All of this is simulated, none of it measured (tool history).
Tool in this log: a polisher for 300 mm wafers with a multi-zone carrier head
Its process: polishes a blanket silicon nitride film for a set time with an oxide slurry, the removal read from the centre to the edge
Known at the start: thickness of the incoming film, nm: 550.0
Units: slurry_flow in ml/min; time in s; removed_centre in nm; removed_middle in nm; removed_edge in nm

run  hour  slurry_flow  centre_zone  middle_zone  edge_zone  slurry_solids  time  removed_centre  removed_middle  removed_edge
  1   0.0          255         1.00         1.00       1.00           1.00    53          40.727          40.811        40.333
  2   6.9          270         1.04         1.03       1.03           1.05    53          43.403          43.325        41.811
  3  13.9          270         1.04         1.00       1.03           1.05    53          43.159          42.110        41.534
  4  19.1          270         1.04         1.00       1.11           1.05    53          43.739          42.124        43.947
  5  26.2          270         1.04         1.00       1.14           1.05    53          43.164          41.839        44.696
  6  31.6          270         1.04         1.00       1.14           1.05    40          32.583          31.632        32.724
  7  39.0          285         1.08         1.03       1.14           1.15    42          36.944          35.846        36.427
  8  46.5          300         1.11         1.04       1.12           1.25    44          41.395          38.702        38.458

Run 9 comes next. What will it give?
  9  48.1          305         1.13         1.06       1.13           1.30    46               ?               ?             ?

removed_centre: 44.185 nm
removed_middle: 42.504 nm
removed_edge: 41.221 nm

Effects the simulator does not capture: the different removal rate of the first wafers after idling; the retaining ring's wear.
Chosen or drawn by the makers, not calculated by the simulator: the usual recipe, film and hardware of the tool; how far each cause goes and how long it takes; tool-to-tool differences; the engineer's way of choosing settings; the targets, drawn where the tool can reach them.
